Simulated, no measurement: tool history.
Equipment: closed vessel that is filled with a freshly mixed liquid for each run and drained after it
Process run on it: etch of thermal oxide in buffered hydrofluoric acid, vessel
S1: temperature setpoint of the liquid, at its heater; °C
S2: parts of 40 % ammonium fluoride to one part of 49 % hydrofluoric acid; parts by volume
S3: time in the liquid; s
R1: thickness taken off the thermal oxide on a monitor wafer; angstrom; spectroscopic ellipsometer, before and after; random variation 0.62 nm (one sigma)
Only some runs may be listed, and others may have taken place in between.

run  hour    S1    S2   S3       R1
  1   0.0  23.0  21.0   95   531.84
  2   5.6  23.0  21.0  105   588.20
  3  13.8  25.0  21.0  105   657.63
  4  17.5  26.5  19.0  105   774.73
  5  20.4  26.5  14.5  105  1013.40
  6  21.3  27.5  14.5  105  1069.90
  7  27.0  28.0  14.5  105  1100.40

Run 8 comes next. What will it give?
  8  29.0  28.5  14.5  105   ?

Run 8 came out at R1 1120.00 angstrom.
